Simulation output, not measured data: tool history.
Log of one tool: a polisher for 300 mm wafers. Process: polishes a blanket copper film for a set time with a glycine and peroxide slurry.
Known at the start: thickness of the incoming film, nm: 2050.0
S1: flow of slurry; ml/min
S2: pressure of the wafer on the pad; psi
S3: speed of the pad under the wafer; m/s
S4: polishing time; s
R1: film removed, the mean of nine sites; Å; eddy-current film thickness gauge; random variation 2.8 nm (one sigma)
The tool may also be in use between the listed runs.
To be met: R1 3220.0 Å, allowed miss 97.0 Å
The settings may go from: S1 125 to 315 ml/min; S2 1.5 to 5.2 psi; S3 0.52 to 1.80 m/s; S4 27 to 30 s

run	hour	S1	S2	S3	S4	R1
1	0.0	205	3.3	1.16	30	1989.7
2	1.1	205	2.9	1.16	30	1808.3
3	6.4	205	3.4	1.16	30	2060.2
4	13.2	210	3.8	1.16	30	2232.8
5	19.7	210	3.1	1.16	30	1902.5
6	25.7	210	2.6	1.16	30	1695.8
7	31.1	215	3.2	1.16	30	1941.5
8	34.1	225	4.2	1.24	30	2592.9
9	35.6	225	4.4	1.24	30	2627.1

4 next moves are on the table. One of them brings every result within its allowed miss. Which?
A	37.1	210	4.2	1.24	29	?
B	37.1	185	4.2	1.18	30	?
C	37.1	255	4.3	1.12	27	?
D	37.1	260	4.8	1.38	30	?

move	R1
A	2442.2
B	2371.6
C	2166.5
D	3171.7
A: further off than the last run
B: further off than the last run
C: further off than the last run
D: meets every target
Move D is the one to make.
